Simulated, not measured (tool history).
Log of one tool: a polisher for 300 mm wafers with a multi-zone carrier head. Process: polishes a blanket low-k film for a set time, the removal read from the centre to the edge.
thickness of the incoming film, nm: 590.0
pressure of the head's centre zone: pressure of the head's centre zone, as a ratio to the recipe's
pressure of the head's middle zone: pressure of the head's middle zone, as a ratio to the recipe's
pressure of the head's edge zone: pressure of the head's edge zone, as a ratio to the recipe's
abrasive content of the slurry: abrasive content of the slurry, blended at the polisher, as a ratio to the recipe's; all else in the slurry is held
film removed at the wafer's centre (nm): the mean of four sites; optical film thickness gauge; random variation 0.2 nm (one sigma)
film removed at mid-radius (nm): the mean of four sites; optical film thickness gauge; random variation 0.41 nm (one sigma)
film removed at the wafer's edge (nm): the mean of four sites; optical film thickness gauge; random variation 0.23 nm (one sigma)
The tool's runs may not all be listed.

run,hour,flow of slurry (ml/min),pressure of the head's centre zone,pressure of the head's middle zone,pressure of the head's edge zone,abrasive content of the slurry,polishing time (s),film removed at the wafer's centre (nm),film removed at mid-radius (nm),film removed at the wafer's edge (nm)
1,0.0,315,1.00,1.00,1.00,1.00,71,24.903,23.681,24.277
2,0.9,385,1.00,1.00,1.00,1.00,71,25.267,24.015,25.147
3,8.9,385,1.00,1.00,1.03,1.00,71,25.382,24.403,24.937
4,12.9,390,1.05,1.04,1.04,1.00,71,26.505,25.598,24.648
5,20.3,435,1.05,1.04,1.04,1.00,71,26.596,24.710,25.439
6,24.9,475,1.05,1.04,1.04,1.00,71,26.988,25.896,25.177
7,27.8,480,1.08,1.06,1.03,1.05,71,28.666,26.176,26.120
8,30.0,470,1.11,1.09,1.03,1.05,71,28.930,27.637,25.878
9,38.0,475,1.13,1.09,1.00,1.05,71,29.684,27.414,25.705
10,40.4,475,1.15,1.10,0.98,1.05,71,29.996,26.908,25.348
11,43.6,475,1.16,1.11,0.97,1.05,71,30.738,27.764,24.907

Forecast run 12:
12,49.7,475,1.17,1.11,0.97,1.05,71,?,?,?

film removed at the wafer's centre (nm): 30.683
film removed at mid-radius (nm): 28.609
film removed at the wafer's edge (nm): 25.335

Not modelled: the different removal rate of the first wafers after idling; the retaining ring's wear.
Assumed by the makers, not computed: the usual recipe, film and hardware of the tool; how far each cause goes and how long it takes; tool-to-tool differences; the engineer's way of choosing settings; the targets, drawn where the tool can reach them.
